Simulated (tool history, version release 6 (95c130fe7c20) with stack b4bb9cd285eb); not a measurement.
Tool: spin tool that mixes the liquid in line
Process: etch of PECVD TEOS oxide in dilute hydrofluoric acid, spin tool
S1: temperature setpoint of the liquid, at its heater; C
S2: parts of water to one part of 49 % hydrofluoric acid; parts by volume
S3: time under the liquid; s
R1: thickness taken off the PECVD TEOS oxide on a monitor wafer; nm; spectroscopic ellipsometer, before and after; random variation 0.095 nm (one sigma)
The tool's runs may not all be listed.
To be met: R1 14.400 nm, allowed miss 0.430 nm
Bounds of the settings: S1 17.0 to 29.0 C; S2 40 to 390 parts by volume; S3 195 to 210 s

Run 1, hour 0.0: S1 21.0 C, S2 215 parts by volume, S3 195 s. Result: R1 11.112 nm.
Run 2, hour 6.2: S1 21.5 C, S2 215 parts by volume, S3 195 s. Result: R1 11.463 nm.
Run 3, hour 13.3: S1 22.0 C, S2 215 parts by volume, S3 195 s. Result: R1 11.529 nm.
Run 4, hour 20.6: S1 22.5 C, S2 215 parts by volume, S3 195 s. Result: R1 11.688 nm.
Run 5, hour 21.8: S1 23.0 C, S2 215 parts by volume, S3 195 s. Result: R1 12.035 nm.
Run 6, hour 30.7: S1 21.0 C, S2 215 parts by volume, S3 195 s. Result: R1 10.913 nm.
Run 7, hour 36.1: S1 21.5 C, S2 215 parts by volume, S3 195 s. Result: R1 11.227 nm.
Run 8, hour 40.4: S1 22.0 C, S2 215 parts by volume, S3 195 s. Result: R1 11.517 nm.

4 next moves are on the table. One of them brings every result within its allowed miss. Which?
Run A, hour 44.7: S1 18.5 C, S2 170 parts by volume, S3 210 s. Result: R1 ?.
Run B, hour 44.7: S1 20.5 C, S2 190 parts by volume, S3 210 s. Result: R1 ?.
Run C, hour 44.7: S1 21.0 C, S2 195 parts by volume, S3 210 s. Result: R1 ?.
Run D, hour 44.7: S1 22.0 C, S2 205 parts by volume, S3 210 s. Result: R1 ?.

move      R1
   A  14.253
   B  13.524
   C  13.366
   D  13.073
A: meets every target
B: nearer than the last run, and not there yet
C: nearer than the last run, and not there yet
D: nearer than the last run, and not there yet
Move A is the one to make.
